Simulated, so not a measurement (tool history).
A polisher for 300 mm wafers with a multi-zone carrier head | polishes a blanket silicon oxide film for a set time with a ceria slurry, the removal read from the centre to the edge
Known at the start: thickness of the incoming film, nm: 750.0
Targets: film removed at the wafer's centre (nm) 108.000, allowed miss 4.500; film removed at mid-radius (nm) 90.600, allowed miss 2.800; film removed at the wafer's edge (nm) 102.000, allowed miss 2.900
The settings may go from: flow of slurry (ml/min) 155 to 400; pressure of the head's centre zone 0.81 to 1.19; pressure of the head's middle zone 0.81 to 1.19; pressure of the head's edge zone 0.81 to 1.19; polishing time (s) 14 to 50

run  hour  flow of slurry (ml/min)  pressure of the head's centre zone  pressure of the head's middle zone  pressure of the head's edge zone  polishing time (s)  film removed at the wafer's centre (nm)  film removed at mid-radius (nm)  film removed at the wafer's edge (nm)
  1   0.0                      255                                1.00                                1.00                              1.00                  32                                  135.420                          134.470                                136.930
  2   5.3                      215                                1.00                                1.00                              1.00                  32                                  131.260                          131.190                                136.050
  3   8.9                      215                                1.00                                1.00                              0.93                  32                                  128.990                          131.010                                131.150
  4  13.0                      155                                1.00                                1.00                              0.93                  32                                  126.770                          130.110                                127.580
  5  14.7                      155                                1.00                                1.00                              0.98                  32                                  129.400                          130.960                                131.650
  6  18.5                      155                                0.95                                1.00                              0.98                  32                                  120.520                          128.690                                130.650
  7  21.4                      160                                0.99                                0.94                              0.96                  29                                  114.090                          111.860                                118.730
  8  22.6                      160                                1.02                                0.90                              0.93                  28                                  112.450                          102.490                                111.480
  9  24.4                      160                                1.03                                0.87                              0.90                  28                                  114.450                          100.500                                111.050
 10  30.2                      160                                1.03                                0.86                              0.88                  27                                  110.920                           95.317                                105.820
 11  30.9                      160                                1.03                                0.85                              0.87                  27                                  110.550                           95.017                                105.460
     37.5  -- worn pad replaced by a new one
 12  37.5                      160                                1.03                                0.84                              0.86                  27                                  114.420                           99.983                                112.330
 13  43.5                      160                                1.04                                0.85                              0.89                  27                                  118.100                          100.850                                111.490
 14  44.6                      160                                1.04                                0.83                              0.89                  24                                  102.960                           86.238                                100.220

4 next moves are on the table. One of them brings every result within its allowed miss. Which?
  A  45.7                      165                                1.03                                0.83                              0.86                  25                                        ?                                ?                                      ?
  B  45.7                      155                                1.01                                0.85                              0.88                  23                                        ?                                ?                                      ?
  C  45.7                      160                                0.94                                0.86                              0.83                  25                                        ?                                ?                                      ?
  D  45.7                      155                                1.03                                0.82                              0.96                  23                                        ?                                ?                                      ?

move  film removed at the wafer's centre (nm)  film removed at mid-radius (nm)  film removed at the wafer's edge (nm)
   A                                  105.100                           90.809                                103.530
   B                                   94.211                           84.711                                 95.810
   C                                   95.571                           93.280                                101.650
   D                                   96.071                           82.236                                 99.791
A: meets every target
B: further off than the last run
C: brings the result that was furthest off to its target, and leaves another outside
D: further off than the last run
Move A is the one to make.
